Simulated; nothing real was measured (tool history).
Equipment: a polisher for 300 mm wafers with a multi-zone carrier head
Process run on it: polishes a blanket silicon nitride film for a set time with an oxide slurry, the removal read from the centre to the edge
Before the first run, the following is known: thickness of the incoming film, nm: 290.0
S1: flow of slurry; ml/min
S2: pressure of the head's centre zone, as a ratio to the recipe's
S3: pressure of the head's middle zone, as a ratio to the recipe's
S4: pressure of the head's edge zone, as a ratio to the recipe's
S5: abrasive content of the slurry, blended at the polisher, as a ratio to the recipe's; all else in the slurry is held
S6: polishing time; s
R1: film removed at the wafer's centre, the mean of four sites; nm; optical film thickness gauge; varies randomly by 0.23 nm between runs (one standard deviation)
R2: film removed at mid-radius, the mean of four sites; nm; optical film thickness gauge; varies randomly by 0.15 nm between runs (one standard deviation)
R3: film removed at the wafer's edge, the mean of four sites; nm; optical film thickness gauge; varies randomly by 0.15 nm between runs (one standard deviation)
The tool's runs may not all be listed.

run,hour,S1,S2,S3,S4,S5,S6,R1,R2,R3
1,0,285,1,1,1,1,67,29.051,29.237,29.574
2,4,280,0.98,0.98,0.97,0.9,66,26.807,26.725,26.882
3,6.9,280,0.98,0.98,0.93,0.9,66,26.401,26.109,26.217
4,10,345,0.98,0.98,0.93,0.9,66,27.328,26.954,26.818
5,16.2,345,0.98,0.98,0.93,0.9,82,34.008,33.768,33.378
6,17.9,345,0.98,0.98,0.85,0.9,82,34.25,33.651,31.774
7,25.1,335,0.95,0.96,0.84,0.8,79,27.96,28.518,27.469

What does the tool deliver on the next run?
8,27.3,295,0.92,0.88,0.81,0.55,77,?,?,?

R1: 16.532 nm
R2: 15.99 nm
R3: 16.253 nm

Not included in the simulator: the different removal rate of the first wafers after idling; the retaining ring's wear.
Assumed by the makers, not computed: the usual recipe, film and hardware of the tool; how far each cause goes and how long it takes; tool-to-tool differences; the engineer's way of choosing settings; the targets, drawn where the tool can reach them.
